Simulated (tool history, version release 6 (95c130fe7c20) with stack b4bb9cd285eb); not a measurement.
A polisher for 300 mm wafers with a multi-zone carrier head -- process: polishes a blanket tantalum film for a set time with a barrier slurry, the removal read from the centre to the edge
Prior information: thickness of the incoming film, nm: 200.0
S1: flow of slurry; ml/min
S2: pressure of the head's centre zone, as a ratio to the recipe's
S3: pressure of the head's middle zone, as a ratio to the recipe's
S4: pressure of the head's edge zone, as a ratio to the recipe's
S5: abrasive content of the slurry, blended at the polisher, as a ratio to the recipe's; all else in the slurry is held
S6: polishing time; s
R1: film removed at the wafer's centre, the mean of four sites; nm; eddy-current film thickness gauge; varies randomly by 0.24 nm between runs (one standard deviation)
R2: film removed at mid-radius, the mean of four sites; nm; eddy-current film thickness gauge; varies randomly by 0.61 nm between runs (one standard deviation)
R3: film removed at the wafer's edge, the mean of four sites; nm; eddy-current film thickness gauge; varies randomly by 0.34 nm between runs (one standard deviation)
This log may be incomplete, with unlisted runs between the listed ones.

run  hour   S1    S2    S3    S4    S5  S6      R1      R2      R3
  1   0.0  250  1.00  1.00  1.00  1.00  36  79.889  81.495  81.373
  2   2.6  250  1.00  1.00  0.92  1.00  36  79.253  81.385  78.459
  3   5.1  250  1.00  1.00  0.92  1.00  32  71.614  72.222  70.051
  4   5.7  250  1.00  1.07  0.92  1.00  32  71.026  75.660  69.220
  5  14.0  250  1.06  1.07  0.92  1.00  32  74.327  74.310  70.128
     19.8  -- edge zone pressure recalibrated
  6  19.8  240  1.02  1.04  0.93  0.90  30  64.793  65.670  59.972
  7  25.0  240  0.98  1.01  0.97  0.90  28  57.225  57.737  57.863
  8  32.4  205  0.88  0.93  0.87  0.65  22  35.091  37.101  37.019

Expected results for the next run?
  9  39.1  215  0.88  0.94  0.89  0.65  22   ?   ?   ?

R1: 35.109 nm
R2: 38.374 nm
R3: 37.619 nm
